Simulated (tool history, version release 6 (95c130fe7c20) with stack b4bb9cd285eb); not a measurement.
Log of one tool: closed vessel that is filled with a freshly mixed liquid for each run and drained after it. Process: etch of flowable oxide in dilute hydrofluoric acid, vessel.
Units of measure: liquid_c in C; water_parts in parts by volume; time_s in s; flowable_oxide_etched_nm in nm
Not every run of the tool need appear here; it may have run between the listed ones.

{"run": 1, "hour": 0.0, "liquid_c": 25, "water_parts": 115, "time_s": 100, "flowable_oxide_etched_nm": 57.104}
{"run": 2, "hour": 2.8, "liquid_c": 22.5, "water_parts": 115, "time_s": 100, "flowable_oxide_etched_nm": 51.218}
{"run": 3, "hour": 4.5, "liquid_c": 21.5, "water_parts": 115, "time_s": 100, "flowable_oxide_etched_nm": 49.655}
{"run": 4, "hour": 9.1, "liquid_c": 21.5, "water_parts": 115, "time_s": 100, "flowable_oxide_etched_nm": 49.727}
{"run": 5, "hour": 14.8, "liquid_c": 21.5, "water_parts": 115, "time_s": 110, "flowable_oxide_etched_nm": 54.514}
{"run": 6, "hour": 23.3, "liquid_c": 21.5, "water_parts": 135, "time_s": 110, "flowable_oxide_etched_nm": 44.783}
{"run": 7, "hour": 32.0, "liquid_c": 20, "water_parts": 135, "time_s": 110, "flowable_oxide_etched_nm": 42.782}

Estimate the outcome of run 8 from the log above:
{"run": 8, "hour": 35.1, "liquid_c": 19, "water_parts": 135, "time_s": 110, "flowable_oxide_etched_nm": "?"}

Logged for run 8: flowable_oxide_etched_nm 40.749 nm.
